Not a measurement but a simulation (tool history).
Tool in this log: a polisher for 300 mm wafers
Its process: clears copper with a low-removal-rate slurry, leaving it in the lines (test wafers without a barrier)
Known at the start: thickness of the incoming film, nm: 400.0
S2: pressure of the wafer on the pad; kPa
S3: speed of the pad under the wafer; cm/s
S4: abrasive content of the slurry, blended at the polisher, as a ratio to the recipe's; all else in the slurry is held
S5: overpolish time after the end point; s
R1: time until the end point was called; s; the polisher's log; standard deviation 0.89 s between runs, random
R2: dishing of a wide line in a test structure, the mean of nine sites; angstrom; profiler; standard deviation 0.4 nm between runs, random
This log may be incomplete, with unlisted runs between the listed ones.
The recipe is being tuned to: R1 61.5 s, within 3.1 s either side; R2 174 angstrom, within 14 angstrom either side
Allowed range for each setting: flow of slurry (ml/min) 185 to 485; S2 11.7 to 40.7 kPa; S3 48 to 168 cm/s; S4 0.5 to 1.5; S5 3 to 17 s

Run 1, hour 0: flow of slurry (ml/min) 310, S2 26.2 kPa, S3 108 cm/s, S4 1, S5 9 s. Result: R1 95.504 s, R2 307.29 angstrom.
Run 2, hour 5.5: flow of slurry (ml/min) 310, S2 29.6 kPa, S3 108 cm/s, S4 1, S5 9 s. Result: R1 85.14 s, R2 359.75 angstrom.
Run 3, hour 9.2: flow of slurry (ml/min) 310, S2 29.6 kPa, S3 108 cm/s, S4 1.2, S5 9 s. Result: R1 81.289 s, R2 371.02 angstrom.
Run 4, hour 13.6: flow of slurry (ml/min) 350, S2 29.6 kPa, S3 108 cm/s, S4 1.2, S5 9 s. Result: R1 80.579 s, R2 373.63 angstrom.
At hour 17.7: slurry blender recalibrated.
Run 5, hour 17.7: flow of slurry (ml/min) 350, S2 29.6 kPa, S3 108 cm/s, S4 1.2, S5 6 s. Result: R1 78.486 s, R2 274.57 angstrom.
Run 6, hour 21.4: flow of slurry (ml/min) 365, S2 28.3 kPa, S3 114 cm/s, S4 1.2, S5 6 s. Result: R1 77.579 s, R2 263.04 angstrom.
Run 7, hour 24.7: flow of slurry (ml/min) 380, S2 27.6 kPa, S3 120 cm/s, S4 1.2, S5 6 s. Result: R1 76.209 s, R2 268.66 angstrom.
Run 8, hour 31.2: flow of slurry (ml/min) 390, S2 26.9 kPa, S3 126 cm/s, S4 1.2, S5 6 s. Result: R1 76.118 s, R2 282.63 angstrom.

Exercise: of the 4 proposed moves below, exactly one satisfies all targets within the stated allowed misses. Which move is it?
Run A, hour 37.7: flow of slurry (ml/min) 360, S2 32.4 kPa, S3 144 cm/s, S4 1.3, S5 3 s. Result: R1 ?, R2 ?.
Run B, hour 37.7: flow of slurry (ml/min) 450, S2 31.7 kPa, S3 136 cm/s, S4 0.95, S5 3 s. Result: R1 ?, R2 ?.
Run C, hour 37.7: flow of slurry (ml/min) 395, S2 33.8 kPa, S3 140 cm/s, S4 1.3, S5 3 s. Result: R1 ?, R2 ?.
Run D, hour 37.7: flow of slurry (ml/min) 365, S2 24.8 kPa, S3 116 cm/s, S4 1.4, S5 16 s. Result: R1 ?, R2 ?.

move      R1      R2
   A  54.908  190.54
   B  63.102  166.89
   C  53.647  194.89
   D  82.572   584.3
A: closer than the last run, but not yet in spec
B: hits every target within its allowed miss
C: closer than the last run, but not yet in spec
D: further off than the last run
The right move is B.
